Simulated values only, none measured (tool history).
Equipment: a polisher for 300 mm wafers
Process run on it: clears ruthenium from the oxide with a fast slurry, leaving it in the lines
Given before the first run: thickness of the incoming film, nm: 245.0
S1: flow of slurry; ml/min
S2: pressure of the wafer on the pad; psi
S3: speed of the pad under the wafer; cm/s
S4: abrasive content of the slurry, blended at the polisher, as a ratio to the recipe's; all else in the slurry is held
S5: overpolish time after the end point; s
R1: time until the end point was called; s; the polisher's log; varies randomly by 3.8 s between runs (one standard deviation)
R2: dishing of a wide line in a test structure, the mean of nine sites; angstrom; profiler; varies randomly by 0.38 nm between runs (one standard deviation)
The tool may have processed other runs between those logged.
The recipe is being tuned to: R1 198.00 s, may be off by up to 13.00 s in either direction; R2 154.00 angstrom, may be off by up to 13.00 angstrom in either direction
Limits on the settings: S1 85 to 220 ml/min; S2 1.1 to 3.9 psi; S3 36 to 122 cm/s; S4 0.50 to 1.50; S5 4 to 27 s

run	day	S1	S2	S3	S4	S5	R1	R2
1	0.000	140	2.5	78	1.00	14	102.59	211.21
2	0.242	140	2.1	78	1.00	14	116.23	186.87
3	0.608	140	2.0	76	1.00	15	122.67	190.97
4	0.975	140	2.0	76	1.00	19	126.96	230.08
5	1.296	140	1.9	74	1.00	19	131.22	222.47
6	1.450	140	1.9	74	1.00	25	137.30	265.63
7	1.742	140	1.8	72	1.00	24	141.21	254.01
8	1.938	140	1.7	70	1.00	23	148.65	230.98
9	2.225	140	1.6	68	1.00	23	155.19	213.40
10	2.592	140	1.5	66	1.00	23	168.82	210.04
11	2.683	140	1.5	66	1.00	23	171.09	210.30
12	2.992	140	1.5	66	1.00	22	170.03	208.17
13	3.108	140	1.5	66	1.00	21	175.03	190.67

Next run, 4 choices. One meets every target within its allowed miss, the rest don't. Which?
A	3.225	150	1.1	68	1.10	18	?	?
B	3.225	120	1.3	46	1.25	16	?	?
C	3.225	145	1.2	68	0.95	14	?	?
D	3.225	160	1.3	64	0.70	16	?	?

move	R1	R2
A	192.88	153.02
B	222.95	123.28
C	197.89	121.80
D	231.81	119.28
A: every result lands within tolerance
B: takes the result that was furthest off past its target
C: takes the result that was furthest off past its target
D: takes the result that was furthest off past its target
Move A is the one to make.
